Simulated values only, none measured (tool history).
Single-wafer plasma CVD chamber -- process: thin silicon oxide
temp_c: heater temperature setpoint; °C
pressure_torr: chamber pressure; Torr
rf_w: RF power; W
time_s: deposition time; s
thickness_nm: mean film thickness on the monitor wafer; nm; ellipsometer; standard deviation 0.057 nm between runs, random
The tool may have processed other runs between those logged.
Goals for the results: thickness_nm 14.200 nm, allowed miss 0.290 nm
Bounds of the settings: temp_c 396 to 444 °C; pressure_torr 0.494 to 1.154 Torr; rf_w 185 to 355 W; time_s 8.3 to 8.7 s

run	day	temp_c	pressure_torr	rf_w	time_s	thickness_nm
1	0.000	420	0.824	270	8.7	15.889
2	0.062	420	0.824	240	8.7	15.178
3	0.333	420	0.812	240	8.7	14.941
4	0.379	416	0.812	240	8.7	15.029
5	0.467	416	0.872	240	8.7	16.026
6	0.558	416	0.850	240	8.7	15.588
# day 0.904: RF generator calibrated
7	0.904	416	0.833	240	8.7	15.901
8	1.192	419	0.830	240	8.7	15.754
9	1.333	417	0.818	240	8.7	15.540
10	1.588	420	0.807	240	8.7	15.301
11	1.721	420	0.790	240	8.7	15.102
12	2.071	420	0.774	240	8.7	14.706
13	2.212	420	0.767	240	8.7	14.540

Pick the move, out of 4, that brings all results within their allowed miss; only one does.
A	2.354	424	0.786	250	8.7	?
B	2.354	417	0.746	245	8.7	?
C	2.354	421	0.723	230	8.7	?
D	2.354	420	0.694	270	8.7	?

move	thickness_nm
A	15.145
B	14.287
C	13.435
D	13.628
A: misses by more than the last run did
B: in spec on every target
C: the result that was furthest off in the last run now lies on the other side of its target
D: the result that was furthest off in the last run now lies on the other side of its target
Answer: B
